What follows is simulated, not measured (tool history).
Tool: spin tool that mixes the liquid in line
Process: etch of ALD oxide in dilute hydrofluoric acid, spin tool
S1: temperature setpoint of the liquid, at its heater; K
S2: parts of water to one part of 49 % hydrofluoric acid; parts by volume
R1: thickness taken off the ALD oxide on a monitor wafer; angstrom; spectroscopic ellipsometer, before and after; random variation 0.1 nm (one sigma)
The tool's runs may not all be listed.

run 1 hour=0 | S1=298.15 S2=210 time_under_the_liquid_(s)=300 | R1=161.95
run 2 hour=4.9 | S1=298.15 S2=210 time_under_the_liquid_(s)=300 | R1=162.41
run 3 hour=13.7 | S1=295.65 S2=215 time_under_the_liquid_(s)=300 | R1=140.66
run 4 hour=17.1 | S1=295.65 S2=180 time_under_the_liquid_(s)=300 | R1=177.97
run 5 hour=24 | S1=295.65 S2=180 time_under_the_liquid_(s)=300 | R1=178.25
run 6 hour=32.1 | S1=295.65 S2=180 time_under_the_liquid_(s)=320 | R1=189.47
run 7 hour=39.3 | S1=294.15 S2=195 time_under_the_liquid_(s)=320 | R1=161.75

The next listed run, before its measurement:
run 8 hour=47.3 | S1=293.15 S2=200 time_under_the_liquid_(s)=320 | R1=?

{"run 8": {"R1": 150.81}}
